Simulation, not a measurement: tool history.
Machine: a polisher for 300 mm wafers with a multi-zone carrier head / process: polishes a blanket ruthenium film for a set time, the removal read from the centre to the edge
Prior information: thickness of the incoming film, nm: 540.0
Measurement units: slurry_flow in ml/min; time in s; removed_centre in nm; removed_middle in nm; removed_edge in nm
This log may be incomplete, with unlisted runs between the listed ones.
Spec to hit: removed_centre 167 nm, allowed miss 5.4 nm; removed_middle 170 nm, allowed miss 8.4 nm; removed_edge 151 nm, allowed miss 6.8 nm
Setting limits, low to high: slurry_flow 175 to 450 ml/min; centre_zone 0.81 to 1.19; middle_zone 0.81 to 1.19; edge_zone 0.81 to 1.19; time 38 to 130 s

run,day,slurry_flow,centre_zone,middle_zone,edge_zone,time,removed_centre,removed_middle,removed_edge
1,0,290,1,1,1,84,102.34,105.16,101.69
2,0.112,290,1,1.08,1,84,102.78,111.22,102.31
3,0.421,290,1,1.03,1,84,103.98,104.35,103.38
4,0.758,260,1,1.03,1,84,103.22,104.12,100.5
5,0.842,275,1.03,1.06,1.01,91,114.19,116.6,110.77
6,0.962,325,1.03,1.06,1.01,91,116.98,119.56,113.3
7,1.021,335,1.05,1.09,1.02,96,127.33,129.76,118.34
8,1.188,340,1.06,1.1,1.03,101,134.84,138.97,124.77

Which single option among these 5 for the next run brings every result within its allowed miss of target? Just one does.
A,1.354,330,0.9,1.19,1.03,121,?,?,?
B,1.354,325,1.14,1.18,1.1,117,?,?,?
C,1.354,325,0.94,1.01,1.07,130,?,?,?
D,1.354,350,1.01,1.07,1.06,122,?,?,?
E,1.354,350,1.03,1.19,1.01,86,?,?,?

move,removed_centre,removed_middle,removed_edge
A,136.45,177.88,151.33
B,167.19,170.31,150.98
C,152.78,165.84,165.86
D,155.17,164.32,155.49
E,111.66,126.91,106.92
A: nearer than the last run, and not there yet
B: meets every target
C: nearer than the last run, and not there yet
D: nearer than the last run, and not there yet
E: further off than the last run
Answer: B

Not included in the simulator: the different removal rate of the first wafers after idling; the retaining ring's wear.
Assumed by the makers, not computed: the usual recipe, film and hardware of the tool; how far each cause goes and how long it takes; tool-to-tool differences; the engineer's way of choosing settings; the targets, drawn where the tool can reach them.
